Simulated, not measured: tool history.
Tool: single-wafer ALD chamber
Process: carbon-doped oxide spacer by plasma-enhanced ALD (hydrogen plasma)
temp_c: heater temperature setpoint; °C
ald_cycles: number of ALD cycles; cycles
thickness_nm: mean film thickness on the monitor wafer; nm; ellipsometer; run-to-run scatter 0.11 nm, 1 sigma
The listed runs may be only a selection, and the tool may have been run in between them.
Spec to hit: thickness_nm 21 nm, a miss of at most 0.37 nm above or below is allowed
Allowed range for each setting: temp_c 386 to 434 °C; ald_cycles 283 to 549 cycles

run,hour,temp_c,ald_cycles,thickness_nm
1,0,410,416,17.492
2,8.2,414,416,17.46
3,13.7,409,416,17.528
4,22.6,409,449,19.09
5,28.2,409,394,16.715
6,33.4,409,423,18.166
# hour 40.9: thermocouple changed; heater temperature recalibrated
7,40.9,406,428,18.235
8,45.3,405,437,18.509
9,47.3,405,446,19.051
10,47.8,405,453,19.317
11,53.2,405,459,19.6

Exercise: of the 5 proposed moves below, exactly one satisfies all targets within the stated allowed misses. Which move is it?
A,58.6,399,418,?
B,58.6,417,418,?
C,58.6,401,446,?
D,58.6,407,426,?
E,58.6,406,494,?

move,thickness_nm
A,18.117
B,17.256
C,19.229
D,18.074
E,21.015
A: its largest miss is bigger than the last run's
B: its largest miss is bigger than the last run's
C: its largest miss is bigger than the last run's
D: its largest miss is bigger than the last run's
E: each result inside its tolerance
So the answer is move E, the one that meets all the targets.
